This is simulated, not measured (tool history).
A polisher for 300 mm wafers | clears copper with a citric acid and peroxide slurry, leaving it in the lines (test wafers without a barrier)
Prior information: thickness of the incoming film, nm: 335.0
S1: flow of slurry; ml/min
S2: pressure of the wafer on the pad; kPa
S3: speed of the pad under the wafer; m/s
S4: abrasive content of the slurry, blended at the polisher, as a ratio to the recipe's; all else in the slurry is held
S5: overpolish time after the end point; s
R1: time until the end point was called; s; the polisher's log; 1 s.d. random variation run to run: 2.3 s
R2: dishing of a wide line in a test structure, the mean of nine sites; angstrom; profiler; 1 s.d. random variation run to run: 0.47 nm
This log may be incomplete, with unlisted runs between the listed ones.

run  hour   S1    S2    S3    S4  S5      R1      R2
  1   0.0  190  18.6  1.00  1.00  16  168.75  225.95
  2   2.9  190  18.6  1.00  1.15  16  164.59  235.68
  3   4.6  170  18.6  1.00  1.15  16  167.61  224.01
  4  12.5  170  18.6  1.00  1.15  22  167.27  287.13
  5  16.5  170  22.8  1.00  1.15  22  140.97  325.34
  6  25.2  170  22.8  1.24  1.15  22  115.11  377.78
  7  26.4  165  17.9  1.16  1.15  21  151.39  293.28
  8  28.9  160  15.2  1.12  1.15  21  182.79  247.77
  9  36.6  155  13.1  1.12  1.15  21  213.02  230.54

What will run 10 give?
 10  45.5  150  12.4  1.12  1.15  21   ?   ?

{"run 10": {"R1": 227.7, "R2": 218.78}}

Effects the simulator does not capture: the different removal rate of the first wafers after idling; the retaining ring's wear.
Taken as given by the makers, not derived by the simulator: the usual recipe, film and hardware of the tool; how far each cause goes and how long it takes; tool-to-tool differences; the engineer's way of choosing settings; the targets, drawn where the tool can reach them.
